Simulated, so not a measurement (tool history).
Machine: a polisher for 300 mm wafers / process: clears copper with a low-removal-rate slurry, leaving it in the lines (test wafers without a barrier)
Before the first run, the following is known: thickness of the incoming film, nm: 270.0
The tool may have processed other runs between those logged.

run,hour,flow of slurry (ml/min),pressure of the wafer on the pad (psi),speed of the pad under the wafer (m/s),abrasive content of the slurry,overpolish time after the end point (s),time until the end point was called (s),dishing of a wide line in a test structure (angstrom)
1,0,225,2.3,1.08,1,23,142.29,319.77
2,3.1,225,2.3,1.08,1,30,142.53,390.48
3,11.2,235,2.1,1.16,1,23,144.53,309.02
4,18.3,235,1.7,1.16,1,23,176.76,268.72
5,23.6,270,2,1.12,0.85,18,161.6,234.94
6,30.8,320,2,1.12,0.85,18,157.82,242.93
7,37.1,265,2.3,1.08,0.75,15,150.03,213.16
8,41.9,225,2.6,1,0.7,13,151.47,189.1
9,42.7,160,3.2,0.84,0.5,7,165.06,95.859
10,43.6,175,3.3,0.86,0.5,7,154.72,103.85
11,49.3,185,3.4,0.88,0.5,7,147.4,111.28
12,54.4,185,3.5,0.92,0.5,7,135.43,120.04
13,58.8,180,3.5,0.94,0.5,7,134.41,121.93

Run 14 comes next. What will it give?
14,64.7,175,3.5,0.96,0.5,7,?,?

Run 14 yielded time until the end point was called (s) 132.78, dishing of a wide line in a test structure (angstrom) 121.41.
